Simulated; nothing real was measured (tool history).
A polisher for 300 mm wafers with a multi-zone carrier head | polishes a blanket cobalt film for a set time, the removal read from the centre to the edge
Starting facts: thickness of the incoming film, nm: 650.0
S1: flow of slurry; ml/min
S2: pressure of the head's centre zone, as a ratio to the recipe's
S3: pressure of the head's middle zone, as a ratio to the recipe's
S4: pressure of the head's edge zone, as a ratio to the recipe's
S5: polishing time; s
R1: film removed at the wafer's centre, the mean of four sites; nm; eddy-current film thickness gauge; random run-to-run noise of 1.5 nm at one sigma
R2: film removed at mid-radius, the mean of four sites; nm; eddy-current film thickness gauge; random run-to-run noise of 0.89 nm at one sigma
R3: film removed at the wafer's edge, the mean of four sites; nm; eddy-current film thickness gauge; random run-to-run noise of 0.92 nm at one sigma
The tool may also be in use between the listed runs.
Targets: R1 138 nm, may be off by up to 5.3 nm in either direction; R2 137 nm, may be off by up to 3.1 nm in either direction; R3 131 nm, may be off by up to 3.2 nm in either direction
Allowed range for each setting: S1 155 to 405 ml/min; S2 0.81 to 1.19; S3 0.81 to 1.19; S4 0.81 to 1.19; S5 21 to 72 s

| run | hour | S1 | S2 | S3 | S4 | S5 | R1 | R2 | R3 |
|---|---|---|---|---|---|---|---|---|---|
| 1 | 0 | 260 | 1 | 1 | 1 | 46 | 190.08 | 189.03 | 190 |
| 2 | 5.6 | 220 | 1 | 1 | 1 | 46 | 187.88 | 182.68 | 186.88 |
| 3 | 6.9 | 220 | 1.04 | 1 | 1 | 46 | 196.18 | 183.32 | 187.43 |
| 4 | 8.2 | 220 | 1.04 | 0.96 | 1 | 46 | 197.46 | 180.42 | 190.12 |
| 5 | 16 | 220 | 1.04 | 0.96 | 0.93 | 46 | 192.78 | 179.4 | 181.26 |
| 6 | 18.8 | 220 | 1.03 | 0.96 | 0.91 | 44 | 183.64 | 170.4 | 172.79 |
| 7 | 21.7 | 220 | 1.02 | 0.97 | 0.9 | 42 | 177.06 | 165.47 | 164.67 |
| 8 | 29.4 | 220 | 1.01 | 0.97 | 0.89 | 41 | 166.08 | 161.07 | 159.75 |
| 9 | 33.3 | 225 | 1.02 | 0.97 | 0.81 | 32 | 134.27 | 125.98 | 119.24 |
| 10 | 34.3 | 295 | 1 | 1.01 | 0.91 | 32 | 131.73 | 133.5 | 127.34 |
| 11 | 40.4 | 295 | 1 | 1.01 | 0.91 | 32 | 134.33 | 130.8 | 127 |

Below are 5 possible settings for the next run. Only one of them brings all results inside the allowed miss of their targets. Which is it?
| A | 46.5 | 265 | 1 | 1.01 | 1.04 | 31 | ? | ? | ? |
| B | 46.5 | 260 | 1.04 | 1.06 | 0.97 | 32 | ? | ? | ? |
| C | 46.5 | 355 | 1.02 | 1.11 | 0.86 | 32 | ? | ? | ? |
| D | 46.5 | 320 | 0.95 | 1.06 | 0.85 | 32 | ? | ? | ? |
| E | 46.5 | 350 | 0.97 | 1.09 | 0.81 | 31 | ? | ? | ? |

| move | R1 | R2 | R3 |
|---|---|---|---|
| A | 127.37 | 128.01 | 129.52 |
| B | 136.59 | 136.9 | 129.04 |
| C | 137.43 | 145.2 | 124.13 |
| D | 126.87 | 139.15 | 122.87 |
| E | 126.41 | 138.6 | 117.05 |
A: moves away from the targets compared with the last run
B: every result lands within tolerance
C: takes the result that was furthest off past its target
D: gets the furthest-off result to its target, but another result is out of tolerance
E: gets the furthest-off result to its target, but another result is out of tolerance
Go with B: it meets all targets.

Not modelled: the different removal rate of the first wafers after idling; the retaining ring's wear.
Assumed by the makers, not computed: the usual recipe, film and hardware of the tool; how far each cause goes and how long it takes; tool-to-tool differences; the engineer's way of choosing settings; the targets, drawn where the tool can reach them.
